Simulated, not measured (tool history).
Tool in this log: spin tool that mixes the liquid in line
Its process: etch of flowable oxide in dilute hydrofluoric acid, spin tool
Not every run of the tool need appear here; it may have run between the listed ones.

run  hour  temperature setpoint of the liquid (K)  parts of water to one part of 49 % hydrofluoric acid (parts by volume)  time under the liquid (s)  thickness taken off the flowable oxide on a monitor wafer (angstrom)
  1   0.0                                  295.15                                                                     275                        290                                                                299.81
  2   8.8                                  293.15                                                                     275                        290                                                                279.36
  3  15.8                                  292.65                                                                     290                        290                                                                253.56
  4  17.6                                  294.15                                                                     290                        290                                                                271.38
  5  18.3                                  294.15                                                                     215                        290                                                                389.27
  6  21.0                                  293.65                                                                     245                        290                                                                324.53
  7  25.1                                  290.15                                                                     355                        290                                                                182.40
  8  26.9                                  290.15                                                                     360                        290                                                                175.97
  9  33.4                                  290.15                                                                     365                        290                                                                175.55
 10  39.0                                  290.15                                                                     370                        290                                                                171.69

Run 11 has not been measured yet. What should we expect?
 11  43.6                                  290.15                                                                     375                        290                                                                     ?

{"run 11": {"thickness taken off the flowable oxide on a monitor wafer (angstrom)": 169.75}}
